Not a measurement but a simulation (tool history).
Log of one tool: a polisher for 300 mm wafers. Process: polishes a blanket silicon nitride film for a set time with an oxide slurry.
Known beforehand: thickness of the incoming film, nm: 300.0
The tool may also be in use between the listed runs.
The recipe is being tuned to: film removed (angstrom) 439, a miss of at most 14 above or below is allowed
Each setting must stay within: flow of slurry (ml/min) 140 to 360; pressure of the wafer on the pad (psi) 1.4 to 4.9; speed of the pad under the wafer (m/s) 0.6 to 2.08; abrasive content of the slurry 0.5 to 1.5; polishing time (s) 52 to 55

run  hour  flow of slurry (ml/min)  pressure of the wafer on the pad (psi)  speed of the pad under the wafer (m/s)  abrasive content of the slurry  polishing time (s)  film removed (angstrom)
  1     0                      230                                     3.1                                    1.34                               1                  52                   357.11
  2   6.2                      230                                     3.1                                    1.34                             0.8                  52                   321.05
  3   7.1                      230                                     2.6                                    1.34                             0.8                  52                   272.58
  4  14.3                      235                                       3                                    1.34                             0.8                  52                   318.26
  5  20.3                      235                                       3                                    1.34                            0.65                  52                   281.44
  6  23.5                      235                                       3                                    1.54                            0.65                  52                    314.1
  7  24.4                      240                                     3.3                                    1.54                            0.65                  52                   349.09
  8  25.2                      245                                     3.5                                    1.54                            0.65                  52                   369.81
  9  29.7                      245                                     3.7                                    1.54                            0.65                  52                   392.01
 10  37.2                      245                                     3.8                                    1.54                            0.65                  52                   398.55
 11  40.5                      250                                     3.9                                    1.54                            0.65                  52                   407.62
 12  43.9                      250                                       4                                    1.54                            0.65                  52                   421.42

Consider the 4 candidate settings below. Which is the only one whose results all fall within their allowed miss of target?
  A  47.3                      255                                     4.1                                    1.78                             0.6                  54                        ?
  B  47.3                      200                                     3.8                                     1.9                            0.65                  55                        ?
  C  47.3                      270                                     4.3                                    1.72                             0.5                  52                        ?
  D  47.3                      260                                     3.9                                     1.6                             0.7                  55                        ?

move  film removed (angstrom)
   A                   479.26
   B                    479.6
   C                   432.38
   D                   463.43
A: pushes the last run's worst result past its target
B: pushes the last run's worst result past its target
C: meets every target
D: pushes the last run's worst result past its target
C meets every target.

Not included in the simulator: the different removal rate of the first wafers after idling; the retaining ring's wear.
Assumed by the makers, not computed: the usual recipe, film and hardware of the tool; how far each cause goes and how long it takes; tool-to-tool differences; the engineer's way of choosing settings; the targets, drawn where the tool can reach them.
